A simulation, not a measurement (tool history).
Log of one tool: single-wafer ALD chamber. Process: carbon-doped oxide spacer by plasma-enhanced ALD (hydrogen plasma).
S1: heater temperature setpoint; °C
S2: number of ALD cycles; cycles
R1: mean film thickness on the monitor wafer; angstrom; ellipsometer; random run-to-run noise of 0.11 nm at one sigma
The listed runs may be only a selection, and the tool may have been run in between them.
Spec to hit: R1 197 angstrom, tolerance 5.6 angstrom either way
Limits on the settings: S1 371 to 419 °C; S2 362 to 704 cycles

run 1 day=0 | S1=395 S2=533 | R1=269.59
run 2 day=0.35 | S1=395 S2=497 | R1=250.62
run 3 day=0.671 | S1=395 S2=471 | R1=240.5
run 4 day=0.767 | S1=390 S2=471 | R1=239.09
run 5 day=1.021 | S1=390 S2=449 | R1=227.07
run 6 day=1.396 | S1=390 S2=434 | R1=218.05
run 7 day=1.762 | S1=390 S2=424 | R1=212.44
run 8 day=1.888 | S1=390 S2=417 | R1=212.7
run 9 day=2.304 | S1=390 S2=409 | R1=205.67
run 10 day=2.604 | S1=390 S2=405 | R1=204.47

Which one of the following 5 next-run settings gets every result inside its allowed miss? There is exactly one.
run A day=2.904 | S1=397 S2=409 | R1=?
run B day=2.904 | S1=392 S2=422 | R1=?
run C day=2.904 | S1=391 S2=441 | R1=?
run D day=2.904 | S1=391 S2=427 | R1=?
run E day=2.904 | S1=378 S2=389 | R1=?

move=A R1=207.4
move=B R1=213.99
move=C R1=223.63
move=D R1=216.53
move=E R1=197.26
A: misses by more than the last run did
B: misses by more than the last run did
C: misses by more than the last run did
D: misses by more than the last run did
E: meets every target
Answer: E
